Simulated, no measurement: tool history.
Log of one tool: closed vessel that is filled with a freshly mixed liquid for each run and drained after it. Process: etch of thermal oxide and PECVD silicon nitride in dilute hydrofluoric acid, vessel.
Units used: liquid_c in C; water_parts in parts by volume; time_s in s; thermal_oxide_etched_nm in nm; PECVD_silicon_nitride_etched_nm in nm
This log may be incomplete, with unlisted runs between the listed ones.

run	hour	liquid_c	water_parts	time_s	thermal_oxide_etched_nm	PECVD_silicon_nitride_etched_nm
1	0.0	23.0	145	1605	51.306	30.005
2	7.2	24.5	145	1605	54.368	33.359
3	12.5	27.0	145	1605	59.892	39.038
4	17.2	23.5	145	1605	52.660	31.803
5	22.3	23.5	145	1875	61.387	36.715
6	29.9	23.0	150	1890	58.285	34.856
7	32.7	23.0	150	1890	57.937	34.607
8	37.4	22.5	155	1910	55.434	32.528

What does the tool deliver on the next run?
9	41.8	22.5	160	1920	?	?

Run 9 came out at thermal_oxide_etched_nm 53.650 nm, PECVD_silicon_nitride_etched_nm 31.746 nm.
